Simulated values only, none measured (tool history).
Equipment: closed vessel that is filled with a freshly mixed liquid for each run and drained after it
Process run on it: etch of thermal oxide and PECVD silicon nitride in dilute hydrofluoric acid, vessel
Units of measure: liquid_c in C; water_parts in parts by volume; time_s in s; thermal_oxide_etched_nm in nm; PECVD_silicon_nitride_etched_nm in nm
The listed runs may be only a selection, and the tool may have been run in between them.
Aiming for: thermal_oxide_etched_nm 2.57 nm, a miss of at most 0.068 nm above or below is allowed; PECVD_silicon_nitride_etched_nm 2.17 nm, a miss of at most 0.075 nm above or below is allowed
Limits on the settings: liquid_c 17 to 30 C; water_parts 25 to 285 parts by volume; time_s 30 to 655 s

run,hour,liquid_c,water_parts,time_s,thermal_oxide_etched_nm,PECVD_silicon_nitride_etched_nm
1,0,22,155,335,8.5844,7.5929
2,3.6,22,110,335,12.941,10.539
3,4.3,21.5,130,325,9.9538,8.4527
4,9,19,130,325,9.1023,7.1369
5,10.6,19,95,325,13.1,9.7589
6,19.1,19,145,325,8.0504,6.4097
7,23.8,18.5,160,325,6.9624,5.588
8,29.6,17,225,285,3.8708,3.2143
9,33.6,17,230,280,3.6904,3.073
10,37,17,235,275,3.5598,2.9682
11,44.5,17,235,275,3.566,2.9737
12,51.7,17,240,270,3.4087,2.8453
13,58.4,17,245,265,3.2578,2.7224
14,65.2,17,250,265,3.2027,2.7121
15,69.4,17,255,260,3.0369,2.6291
16,72.6,17,255,255,3.0116,2.5433
17,80.7,17,265,245,2.7625,2.3527

Which single option among these 4 for the next run brings every result within its allowed miss of target? Just one does.
A,88.8,25,250,155,?,?
B,88.8,17,115,105,?,?
C,88.8,17,250,215,?,?
D,88.8,17,270,245,?,?

move,thermal_oxide_etched_nm,PECVD_silicon_nitride_etched_nm
A,2.5286,2.6448
B,3.1407,2.2657
C,2.6068,2.1999
D,2.7034,2.3297
A: meets the target for the result that was furthest off, but another lies outside its allowed miss
B: its largest miss is bigger than the last run's
C: every result lands within tolerance
D: nearer the targets than the last run, but a result is still out of spec
Move C is the one to make.
